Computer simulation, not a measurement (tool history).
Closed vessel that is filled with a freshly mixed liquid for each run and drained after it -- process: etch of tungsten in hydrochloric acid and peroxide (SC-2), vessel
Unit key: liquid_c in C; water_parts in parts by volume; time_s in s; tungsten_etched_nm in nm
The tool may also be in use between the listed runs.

run 1 hour=0.0 | liquid_c=64.0 water_parts=7.0 time_s=95 | tungsten_etched_nm=47.913
run 2 hour=4.5 | liquid_c=64.0 water_parts=8.5 time_s=95 | tungsten_etched_nm=40.813
run 3 hour=7.5 | liquid_c=67.5 water_parts=8.5 time_s=95 | tungsten_etched_nm=51.070
run 4 hour=14.6 | liquid_c=72.0 water_parts=8.5 time_s=95 | tungsten_etched_nm=66.201
run 5 hour=23.3 | liquid_c=72.0 water_parts=7.5 time_s=95 | tungsten_etched_nm=73.451
run 6 hour=26.2 | liquid_c=72.0 water_parts=7.5 time_s=100 | tungsten_etched_nm=76.396
run 7 hour=28.0 | liquid_c=72.0 water_parts=6.5 time_s=100 | tungsten_etched_nm=85.591

Predict the results of run 8:
run 8 hour=33.2 | liquid_c=72.0 water_parts=6.0 time_s=100 | tungsten_etched_nm=?

tungsten_etched_nm: 91.238 nm
